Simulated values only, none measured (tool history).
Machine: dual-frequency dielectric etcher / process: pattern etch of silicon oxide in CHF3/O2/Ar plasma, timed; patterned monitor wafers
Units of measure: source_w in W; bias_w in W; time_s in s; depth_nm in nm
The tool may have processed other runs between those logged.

run	hour	source_w	bias_w	time_s	depth_nm
1	0.0	790	203	523.5	1146.40
2	8.3	700	187	523.5	1046.60
3	16.0	770	187	523.5	1081.40
4	20.7	700	181	523.5	1021.10
5	29.2	580	181	523.5	952.26
6	34.1	550	180	523.5	925.64
7	37.1	540	180	523.5	922.36
8	37.9	530	180	523.5	917.07

Run 9, settings as shown, results not yet in. Your forecast:
9	45.0	520	180	523.5	?

Run 9 produced depth_nm 908.54 nm.
